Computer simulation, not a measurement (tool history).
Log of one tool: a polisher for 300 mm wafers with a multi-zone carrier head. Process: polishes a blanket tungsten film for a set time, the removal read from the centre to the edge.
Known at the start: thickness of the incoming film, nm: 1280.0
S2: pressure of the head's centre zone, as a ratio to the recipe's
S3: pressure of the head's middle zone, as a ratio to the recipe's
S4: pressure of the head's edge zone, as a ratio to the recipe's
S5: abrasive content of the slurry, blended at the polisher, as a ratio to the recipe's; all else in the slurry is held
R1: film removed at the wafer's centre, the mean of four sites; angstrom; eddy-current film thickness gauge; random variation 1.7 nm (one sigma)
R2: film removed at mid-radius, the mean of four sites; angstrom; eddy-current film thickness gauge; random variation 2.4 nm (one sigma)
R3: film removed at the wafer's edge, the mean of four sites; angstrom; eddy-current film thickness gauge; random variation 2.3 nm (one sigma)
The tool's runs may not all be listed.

run 1 hour=0.0 | flow_of_slurry_(ml/min)=215 S2=1.00 S3=1.00 S4=1.00 S5=1.00 polishing_time_(s)=66 | R1=2628.3 R2=2605.9 R3=2724.0
run 2 hour=1.5 | flow_of_slurry_(ml/min)=215 S2=1.00 S3=0.92 S4=1.00 S5=1.00 polishing_time_(s)=66 | R1=2628.9 R2=2482.8 R3=2664.5
run 3 hour=4.3 | flow_of_slurry_(ml/min)=205 S2=0.95 S3=0.91 S4=0.99 S5=0.95 polishing_time_(s)=66 | R1=2400.5 R2=2316.7 R3=2605.7
run 4 hour=12.8 | flow_of_slurry_(ml/min)=205 S2=0.95 S3=0.91 S4=1.03 S5=0.95 polishing_time_(s)=66 | R1=2424.0 R2=2372.8 R3=2671.9
run 5 hour=16.9 | flow_of_slurry_(ml/min)=205 S2=0.95 S3=0.91 S4=1.03 S5=0.85 polishing_time_(s)=66 | R1=2358.9 R2=2295.6 R3=2557.7
run 6 hour=18.1 | flow_of_slurry_(ml/min)=200 S2=0.92 S3=0.93 S4=1.00 S5=0.80 polishing_time_(s)=66 | R1=2216.8 R2=2255.4 R3=2441.4
run 7 hour=25.1 | flow_of_slurry_(ml/min)=190 S2=0.90 S3=0.94 S4=0.99 S5=0.80 polishing_time_(s)=66 | R1=2158.0 R2=2230.4 R3=2437.7

Run 8 comes next. What will it give?
run 8 hour=27.3 | flow_of_slurry_(ml/min)=185 S2=0.88 S3=0.95 S4=0.98 S5=0.80 polishing_time_(s)=66 | R1=? R2=? R3=?

Run 8 gave R1 2097.1 angstrom, R2 2240.1 angstrom, R3 2405.0 angstrom.
